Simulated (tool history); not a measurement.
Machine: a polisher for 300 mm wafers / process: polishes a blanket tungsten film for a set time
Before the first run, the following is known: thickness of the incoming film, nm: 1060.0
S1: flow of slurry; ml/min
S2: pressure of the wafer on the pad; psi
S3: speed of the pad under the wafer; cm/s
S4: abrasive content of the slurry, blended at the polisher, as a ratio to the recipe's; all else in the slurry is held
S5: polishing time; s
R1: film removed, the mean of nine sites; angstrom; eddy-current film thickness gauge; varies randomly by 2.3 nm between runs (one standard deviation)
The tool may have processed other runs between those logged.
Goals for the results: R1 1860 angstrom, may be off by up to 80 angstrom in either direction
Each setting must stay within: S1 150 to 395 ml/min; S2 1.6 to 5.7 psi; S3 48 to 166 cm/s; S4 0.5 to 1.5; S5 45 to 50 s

run,hour,S1,S2,S3,S4,S5,R1
1,0,250,3.6,106,1,50,2615.8
2,0.8,250,3.5,106,1,50,2564.8
3,5.2,250,3.4,106,1,50,2505.1
4,9.2,250,3.4,106,1,45,2244
5,17.8,250,3.3,106,1,45,2196.5
6,20.8,215,3.3,106,1,45,2203.7
7,21.5,215,3.2,106,1,45,2096.9
8,23.2,215,3,106,1,45,1966.2
9,31.1,215,2.9,106,1,45,2018.5

Below are 5 possible settings for the next run. Only one of them brings all results inside the allowed miss of their targets. Which is it?
A,39,220,3.6,92,1.1,45,?
B,39,210,3,106,1.05,45,?
C,39,230,2.4,100,0.95,47,?
D,39,225,2.5,108,0.6,50,?
E,39,215,2.6,118,1.1,47,?

move,R1
A,2082.9
B,2046.4
C,1706.8
D,1851.2
E,2162.7
A: its largest miss is bigger than the last run's
B: its largest miss is bigger than the last run's
C: the result that was furthest off in the last run now lies on the other side of its target
D: all results in spec
E: its largest miss is bigger than the last run's
Correct choice: D, which meets every target
